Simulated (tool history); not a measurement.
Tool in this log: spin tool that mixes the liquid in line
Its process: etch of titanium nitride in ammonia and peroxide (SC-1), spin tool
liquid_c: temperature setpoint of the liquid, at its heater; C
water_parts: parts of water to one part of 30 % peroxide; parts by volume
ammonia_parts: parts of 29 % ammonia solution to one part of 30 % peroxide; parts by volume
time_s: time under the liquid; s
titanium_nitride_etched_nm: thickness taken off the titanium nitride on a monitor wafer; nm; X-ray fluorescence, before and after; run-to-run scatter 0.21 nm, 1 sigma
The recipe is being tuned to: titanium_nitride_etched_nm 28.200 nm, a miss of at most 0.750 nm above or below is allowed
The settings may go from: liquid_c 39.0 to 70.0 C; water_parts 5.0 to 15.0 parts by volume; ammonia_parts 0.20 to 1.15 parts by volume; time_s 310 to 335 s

run	day	liquid_c	water_parts	ammonia_parts	time_s	titanium_nitride_etched_nm
1	0.000	55.0	8.5	0.65	310	19.551
2	0.208	52.0	8.5	0.65	310	16.022
3	0.529	52.0	8.5	0.80	310	16.517
4	0.579	52.0	8.5	0.75	310	16.171
5	0.742	52.0	8.5	0.75	310	16.128
6	0.971	53.0	8.5	0.75	310	17.447
7	1.017	54.0	8.5	0.75	310	18.428
8	1.175	55.0	8.5	0.75	310	19.949
9	1.238	55.5	8.5	0.75	310	20.598
10	1.425	56.0	8.5	0.75	310	21.314
11	1.521	56.5	8.5	0.75	310	21.777

Which one of the following 4 next-run settings gets every result inside its allowed miss? There is exactly one.
A	1.617	62.0	12.0	0.65	335	?
B	1.617	61.0	8.5	0.60	335	?
C	1.617	57.0	6.5	0.80	310	?
D	1.617	59.5	10.0	0.65	335	?

move	titanium_nitride_etched_nm
A	28.107
B	31.055
C	26.304
D	26.257
A: meets every target
B: the result that was furthest off in the last run now lies on the other side of its target
C: an improvement on the last run, though not all results are within tolerance
D: an improvement on the last run, though not all results are within tolerance
The right move is A.
